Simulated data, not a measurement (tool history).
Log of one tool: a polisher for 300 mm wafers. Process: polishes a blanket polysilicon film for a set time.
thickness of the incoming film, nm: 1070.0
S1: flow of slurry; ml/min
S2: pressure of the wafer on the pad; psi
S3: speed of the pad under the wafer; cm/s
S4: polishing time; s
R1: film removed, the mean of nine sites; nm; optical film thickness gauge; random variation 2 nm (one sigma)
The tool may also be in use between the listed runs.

| run | hour | S1 | S2 | S3 | S4 | R1 |
|---|---|---|---|---|---|---|
| 1 | 0.0 | 175 | 3.5 | 92 | 51 | 536.96 |
| 2 | 0.9 | 175 | 3.5 | 104 | 51 | 597.90 |
| 3 | 3.6 | 170 | 3.0 | 98 | 51 | 491.14 |
| 4 | 7.5 | 165 | 2.6 | 94 | 51 | 403.13 |
| 5 | 15.9 | 200 | 2.6 | 94 | 51 | 410.93 |
| 6 | 25.0 | 200 | 3.2 | 94 | 51 | 504.84 |
| 7 | 26.7 | 160 | 2.2 | 88 | 51 | 316.93 |

Forecast run 8:
| 8 | 28.2 | 115 | 1.9 | 88 | 51 | ? |

{"run 8": {"R1": 264.75}}
